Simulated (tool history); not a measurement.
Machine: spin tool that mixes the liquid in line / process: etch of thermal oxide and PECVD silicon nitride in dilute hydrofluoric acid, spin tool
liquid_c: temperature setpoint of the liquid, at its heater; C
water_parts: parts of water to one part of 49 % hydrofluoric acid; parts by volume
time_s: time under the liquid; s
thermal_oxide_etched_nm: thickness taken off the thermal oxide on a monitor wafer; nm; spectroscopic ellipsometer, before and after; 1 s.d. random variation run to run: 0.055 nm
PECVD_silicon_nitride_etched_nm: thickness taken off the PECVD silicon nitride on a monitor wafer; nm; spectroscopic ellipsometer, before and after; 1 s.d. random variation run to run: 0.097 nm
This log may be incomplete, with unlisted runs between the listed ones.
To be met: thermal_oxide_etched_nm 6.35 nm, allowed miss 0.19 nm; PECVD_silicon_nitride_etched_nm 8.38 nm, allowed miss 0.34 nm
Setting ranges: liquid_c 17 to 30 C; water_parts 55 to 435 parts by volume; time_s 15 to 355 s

run	day	liquid_c	water_parts	time_s	thermal_oxide_etched_nm	PECVD_silicon_nitride_etched_nm
1	0	22	245	180	2.609	3.3532
2	0.254	22	160	180	4.2461	5.161
3	0.492	22	190	180	3.5326	4.2564
4	0.746	23.5	170	180	4.3149	5.3164
5	1.046	25	165	180	4.7012	6.045
6	1.371	25.5	155	180	5.0727	6.6201
7	1.508	26	145	180	5.6102	7.4283
8	1.796	26	140	180	5.852	7.5952
9	2.167	26.5	140	180	5.923	7.88

Which one of the following 5 next-run settings gets every result inside its allowed miss? There is exactly one.
A	2.538	22.5	130	210	?	?
B	2.538	30	175	185	?	?
C	2.538	26.5	130	155	?	?
D	2.538	26.5	135	185	?	?
E	2.538	30	170	195	?	?

move	thermal_oxide_etched_nm	PECVD_silicon_nitride_etched_nm
A	6.4474	7.6012
B	5.2876	7.9937
C	5.5529	7.2698
D	6.3427	8.3561
E	5.7739	8.678
A: puts the biggest miss on target and leaves a different result outside tolerance
B: misses by more than the last run did
C: misses by more than the last run did
D: all results land within tolerance of their targets
E: misses by more than the last run did
D meets every target.
